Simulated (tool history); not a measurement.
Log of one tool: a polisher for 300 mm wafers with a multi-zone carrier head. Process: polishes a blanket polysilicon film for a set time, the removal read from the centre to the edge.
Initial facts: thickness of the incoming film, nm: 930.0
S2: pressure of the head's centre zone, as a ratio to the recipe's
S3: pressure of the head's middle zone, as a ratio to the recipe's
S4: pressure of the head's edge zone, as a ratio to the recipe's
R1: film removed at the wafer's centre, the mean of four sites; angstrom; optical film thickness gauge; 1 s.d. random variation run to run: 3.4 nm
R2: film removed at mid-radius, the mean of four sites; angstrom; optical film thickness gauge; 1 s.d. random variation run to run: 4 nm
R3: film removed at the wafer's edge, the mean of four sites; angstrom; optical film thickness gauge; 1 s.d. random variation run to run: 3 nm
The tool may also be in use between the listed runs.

Run 1, hour 0: flow of slurry (ml/min) 295, S2 1, S3 1, S4 1, polishing time (s) 33. Result: R1 3357.8 angstrom, R2 3404.5 angstrom, R3 3399.1 angstrom.
Run 2, hour 5.2: flow of slurry (ml/min) 295, S2 1.03, S3 1, S4 1, polishing time (s) 33. Result: R1 3444.5 angstrom, R2 3465.8 angstrom, R3 3394.8 angstrom.
Run 3, hour 7.6: flow of slurry (ml/min) 365, S2 1.03, S3 1, S4 1, polishing time (s) 33. Result: R1 3521.2 angstrom, R2 3568 angstrom, R3 3448.5 angstrom.
Run 4, hour 14.7: flow of slurry (ml/min) 365, S2 1.05, S3 1, S4 1.01, polishing time (s) 34. Result: R1 3676.7 angstrom, R2 3615 angstrom, R3 3572.8 angstrom.
Run 5, hour 18: flow of slurry (ml/min) 370, S2 1.07, S3 1.01, S4 1.01, polishing time (s) 35. Result: R1 3835.1 angstrom, R2 3713.7 angstrom, R3 3723.8 angstrom.
Run 6, hour 23.1: flow of slurry (ml/min) 370, S2 1.07, S3 0.93, S4 1.01, polishing time (s) 35. Result: R1 3828.8 angstrom, R2 3451 angstrom, R3 3710.5 angstrom.
Run 7, hour 26.9: flow of slurry (ml/min) 375, S2 1.08, S3 0.95, S4 1.01, polishing time (s) 36. Result: R1 4010.3 angstrom, R2 3674.4 angstrom, R3 3810.1 angstrom.

What will run 8 give?
Run 8, hour 28.3: flow of slurry (ml/min) 380, S2 1.09, S3 0.96, S4 1.01, polishing time (s) 37. Result: R1 ?, R2 ?, R3 ?.

Run 8 measured R1 4127.6 angstrom, R2 3847.5 angstrom, R3 3932.2 angstrom.
